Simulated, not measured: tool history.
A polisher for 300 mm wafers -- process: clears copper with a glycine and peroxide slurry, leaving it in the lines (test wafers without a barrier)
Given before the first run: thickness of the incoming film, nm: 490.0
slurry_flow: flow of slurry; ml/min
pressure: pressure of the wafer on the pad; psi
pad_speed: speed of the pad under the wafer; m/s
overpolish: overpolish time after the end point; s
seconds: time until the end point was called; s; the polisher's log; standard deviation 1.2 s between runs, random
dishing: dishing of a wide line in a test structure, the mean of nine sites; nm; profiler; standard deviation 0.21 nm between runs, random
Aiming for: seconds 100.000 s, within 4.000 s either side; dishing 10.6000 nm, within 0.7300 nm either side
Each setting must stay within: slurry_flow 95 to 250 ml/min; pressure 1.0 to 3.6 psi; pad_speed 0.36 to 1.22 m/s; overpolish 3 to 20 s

run	hour	slurry_flow	pressure	pad_speed	overpolish	seconds	dishing
1	0.0	160	2.3	0.78	10	160.280	21.4670
2	3.0	160	2.3	0.96	10	136.190	23.2300
3	8.6	160	2.3	0.96	7	134.380	17.7660
4	12.6	150	2.3	1.00	6	133.730	15.5660
5	17.9	140	2.4	1.04	6	125.780	16.4400
6	26.8	140	2.4	1.04	10	125.950	24.2210
7	32.2	135	2.4	1.06	9	125.990	22.9720
8	39.8	155	2.3	1.08	8	123.910	21.1310
9	47.5	145	2.5	1.04	7	118.810	19.2910
# hour 49.1: head pressure recalibrated
10	49.1	135	2.5	1.06	6	110.490	18.1990
11	53.2	130	2.5	1.06	6	113.870	18.1480
12	60.6	130	2.5	1.06	6	112.100	17.5510
13	68.8	125	2.6	1.02	6	114.020	17.6040
14	71.2	120	2.7	1.00	6	112.790	17.8830
15	76.5	115	2.7	1.02	6	115.650	17.6400
16	83.3	160	2.1	1.02	3	126.130	8.6262
17	87.9	165	2.1	1.06	3	119.630	8.5953

Below are 4 possible settings for the next run. Only one of them brings all results inside the allowed miss of their targets. Which is it?
A	92.5	200	2.3	0.76	5	?	?
B	92.5	170	2.1	1.18	3	?	?
C	92.5	160	2.5	1.18	3	?	?
D	92.5	95	2.0	0.98	4	?	?

move	seconds	dishing
A	140.570	12.0750
B	108.940	9.4911
C	96.956	10.5500
D	149.950	9.2455
A: moves away from the targets compared with the last run
B: moves toward the targets from the last run without getting all of them in spec
C: each result inside its tolerance
D: moves away from the targets compared with the last run
The move that meets every target is C.
